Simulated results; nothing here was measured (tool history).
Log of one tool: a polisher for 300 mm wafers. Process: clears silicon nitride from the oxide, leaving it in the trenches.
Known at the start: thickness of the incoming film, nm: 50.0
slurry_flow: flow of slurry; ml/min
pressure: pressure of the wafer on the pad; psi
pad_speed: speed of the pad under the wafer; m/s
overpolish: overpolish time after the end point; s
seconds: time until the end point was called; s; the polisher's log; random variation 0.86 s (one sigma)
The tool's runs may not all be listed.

run	hour	slurry_flow	pressure	pad_speed	overpolish	seconds
1	0.0	235	1.9	0.78	3	98.389
2	2.7	235	1.9	0.88	3	88.788
3	6.2	235	1.9	1.06	3	76.516
4	9.8	235	1.4	1.06	3	90.648
5	10.4	235	1.6	1.08	3	83.933
# hour 16.6: head pressure recalibrated
6	16.6	235	1.7	1.08	3	84.224

The next listed run, before its measurement:
7	25.4	235	1.9	1.10	3	?

{"run 7": {"seconds": 77.8}}

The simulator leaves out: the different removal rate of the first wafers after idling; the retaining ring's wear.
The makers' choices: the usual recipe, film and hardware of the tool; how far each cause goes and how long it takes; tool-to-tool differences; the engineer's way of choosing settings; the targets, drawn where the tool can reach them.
